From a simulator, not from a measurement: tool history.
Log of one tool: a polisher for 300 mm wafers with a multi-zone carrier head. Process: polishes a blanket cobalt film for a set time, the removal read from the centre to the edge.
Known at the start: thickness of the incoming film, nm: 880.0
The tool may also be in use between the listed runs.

run,day,flow of slurry (ml/min),pressure of the head's centre zone,pressure of the head's middle zone,pressure of the head's edge zone,polishing time (s),film removed at the wafer's centre (Å),film removed at mid-radius (Å),film removed at the wafer's edge (Å)
1,0,200,1,1,1,69,2765.3,2748.9,2728.1
2,0.35,200,1,1,0.95,69,2742.6,2801.6,2647
3,0.462,180,1,1,0.95,69,2750.6,2693.6,2619.3
4,0.546,180,1.04,1,0.95,69,2834.8,2707.6,2635.5
5,0.596,180,1.12,1,0.95,69,3105.3,2665.5,2653.2
6,0.783,190,1.12,1.02,0.99,71,3257.9,2893.1,2841.8

Forecast run 7:
7,1.054,200,1.13,1.03,1.03,72,?,?,?

{"run 7": {"film removed at the wafer's centre (Å)": 3352.4, "film removed at mid-radius (Å)": 2892, "film removed at the wafer's edge (Å)": 2924.3}}
